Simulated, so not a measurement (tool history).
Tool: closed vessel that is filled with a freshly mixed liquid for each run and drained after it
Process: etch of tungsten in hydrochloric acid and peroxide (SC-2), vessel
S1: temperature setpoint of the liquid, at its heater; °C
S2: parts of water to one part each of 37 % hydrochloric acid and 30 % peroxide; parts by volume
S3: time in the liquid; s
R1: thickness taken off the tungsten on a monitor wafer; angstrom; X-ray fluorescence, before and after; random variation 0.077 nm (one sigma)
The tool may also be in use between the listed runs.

{"run": 1, "hour": 0.0, "S1": 55, "S2": 5.5, "S3": 105, "R1": 575.95}
{"run": 2, "hour": 5.9, "S1": 49.5, "S2": 5.5, "S3": 105, "R1": 402.98}
{"run": 3, "hour": 7.5, "S1": 46, "S2": 5.5, "S3": 105, "R1": 315.82}
{"run": 4, "hour": 14.1, "S1": 43.5, "S2": 5.5, "S3": 105, "R1": 267.67}
{"run": 5, "hour": 15.3, "S1": 42, "S2": 5.5, "S3": 105, "R1": 241.78}
{"run": 6, "hour": 19.2, "S1": 41, "S2": 5.5, "S3": 105, "R1": 224.38}
{"run": 7, "hour": 20.8, "S1": 41, "S2": 5.5, "S3": 105, "R1": 223.95}
{"run": 8, "hour": 25.2, "S1": 40.5, "S2": 5.5, "S3": 105, "R1": 218.71}

Run 9 comes next. What will it give?
{"run": 9, "hour": 26.7, "S1": 40, "S2": 5.5, "S3": 105, "R1": "?"}

R1: 208.17 angstrom

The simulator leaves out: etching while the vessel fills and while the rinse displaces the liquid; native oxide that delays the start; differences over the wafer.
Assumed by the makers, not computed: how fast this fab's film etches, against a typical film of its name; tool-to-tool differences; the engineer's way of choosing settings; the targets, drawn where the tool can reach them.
